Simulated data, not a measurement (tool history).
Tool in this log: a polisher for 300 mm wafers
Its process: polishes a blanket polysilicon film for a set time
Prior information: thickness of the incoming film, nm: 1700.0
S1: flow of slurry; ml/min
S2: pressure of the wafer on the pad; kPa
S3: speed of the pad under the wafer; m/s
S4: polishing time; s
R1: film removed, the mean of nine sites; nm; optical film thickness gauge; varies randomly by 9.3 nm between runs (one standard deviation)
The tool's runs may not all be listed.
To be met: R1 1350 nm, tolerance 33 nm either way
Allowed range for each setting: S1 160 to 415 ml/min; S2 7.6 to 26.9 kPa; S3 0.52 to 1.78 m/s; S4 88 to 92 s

run    day   S1    S2    S3  S4      R1
  1      0  265  17.2  1.14  88  730.88
  2  0.071  270  20.7  1.16  88   848.7
  3  0.188  270  20.7  1.16  92  894.84
  4  0.342  270  22.8  1.22  92  989.03
  5    0.6  280  24.1   1.3  92  1107.1
  6  0.854  280  24.8  1.34  92  1148.5
  7  1.217  280  25.5  1.38  92  1205.5
  8  1.392  280  26.2  1.42  92  1253.9
  9  1.754  285  26.2  1.44  92  1279.6
 10  1.971  285  26.2  1.46  92  1302.8

4 candidate next runs follow, results not yet known. Just one meets every target within its allowed miss. Identify it.
  A  2.188  300  24.1  1.74  90   ?
  B  2.188  280  26.9  1.44  88   ?
  C  2.188  275  26.9  1.42  92   ?
  D  2.188  260  26.2  1.52  90   ?

move      R1
   A  1354.5
   B  1238.9
   C  1279.2
   D  1283.8
A: every result lands within tolerance
B: its largest miss is bigger than the last run's
C: its largest miss is bigger than the last run's
D: its largest miss is bigger than the last run's
The move that meets every target is A.
